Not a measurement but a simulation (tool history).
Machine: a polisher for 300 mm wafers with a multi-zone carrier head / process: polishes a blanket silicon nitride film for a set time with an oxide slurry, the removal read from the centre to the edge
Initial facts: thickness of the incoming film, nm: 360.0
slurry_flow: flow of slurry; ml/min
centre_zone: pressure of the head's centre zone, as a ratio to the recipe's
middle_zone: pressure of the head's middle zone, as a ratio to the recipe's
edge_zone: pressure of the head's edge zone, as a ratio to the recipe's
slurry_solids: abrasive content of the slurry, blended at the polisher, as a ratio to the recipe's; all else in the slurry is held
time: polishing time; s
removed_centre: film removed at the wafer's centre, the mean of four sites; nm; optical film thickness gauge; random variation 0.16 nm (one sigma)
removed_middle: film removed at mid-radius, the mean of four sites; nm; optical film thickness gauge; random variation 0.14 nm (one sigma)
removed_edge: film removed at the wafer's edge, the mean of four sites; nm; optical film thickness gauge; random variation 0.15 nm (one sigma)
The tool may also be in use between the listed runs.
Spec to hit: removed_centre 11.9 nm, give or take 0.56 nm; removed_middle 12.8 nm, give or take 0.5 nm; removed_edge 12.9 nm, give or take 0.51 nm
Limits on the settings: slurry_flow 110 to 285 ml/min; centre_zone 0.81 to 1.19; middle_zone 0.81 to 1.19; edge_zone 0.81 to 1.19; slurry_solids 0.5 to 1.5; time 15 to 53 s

run	hour	slurry_flow	centre_zone	middle_zone	edge_zone	slurry_solids	time	removed_centre	removed_middle	removed_edge
1	0	180	1	1	1	1	34	16.286	19.51	18.685
2	3.4	180	1	1	1.06	1	34	16.907	18.75	19.436
3	4.8	150	1	1	1.06	1	34	16.22	18.848	19.21
4	7.1	150	1	1	1.13	1	34	16.725	18.755	19.571
5	15.8	155	1.01	1	1.11	0.9	33	15.267	17.339	18.437
6	18.8	155	1.01	1	1.11	0.9	39	17.921	20.751	21.536
7	22.1	160	1.04	1	1.08	0.85	37	17.807	19.488	19.937
8	28.9	165	1.04	1	1.06	0.8	35	16.469	18.308	18.16
9	32.3	145	1	0.9	0.96	0.55	30	11.61	12.165	12.901

Pick the move, out of 4, that brings all results within their allowed miss; only one does.
A	35.7	160	1.13	0.95	0.95	0.6	29	?	?	?
B	35.7	120	1.17	1.14	0.84	0.55	30	?	?	?
C	35.7	145	1.04	0.97	0.98	0.65	28	?	?	?
D	35.7	140	1.06	0.84	0.99	0.5	31	?	?	?

move	removed_centre	removed_middle	removed_edge
A	13.25	12.954	13.003
B	13.25	14.645	11.993
C	11.932	12.939	12.987
D	12.226	11.555	13.173
A: gets the furthest-off result to its target, but another result is out of tolerance
B: takes the result that was furthest off past its target
C: all results land within tolerance of their targets
D: its largest miss is bigger than the last run's
Go with C: it meets all targets.
